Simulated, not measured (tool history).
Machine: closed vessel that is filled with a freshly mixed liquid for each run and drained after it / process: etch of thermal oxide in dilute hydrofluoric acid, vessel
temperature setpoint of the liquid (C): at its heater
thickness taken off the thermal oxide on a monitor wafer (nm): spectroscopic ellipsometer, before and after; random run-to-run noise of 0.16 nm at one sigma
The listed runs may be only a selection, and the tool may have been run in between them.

run	hour	temperature setpoint of the liquid (C)	parts of water to one part of 49 % hydrofluoric acid (parts by volume)	time in the liquid (s)	thickness taken off the thermal oxide on a monitor wafer (nm)
1	0.0	22.0	100	475	20.881
2	3.8	21.5	100	475	20.865
3	5.0	21.0	100	475	20.022
4	9.6	21.0	100	510	22.129
5	18.8	21.0	100	475	20.342
6	24.6	20.5	100	475	19.922

Run 7 comes next. What will it give?
7	28.7	20.0	100	475	?

Run 7 came out at thickness taken off the thermal oxide on a monitor wafer (nm) 19.368.
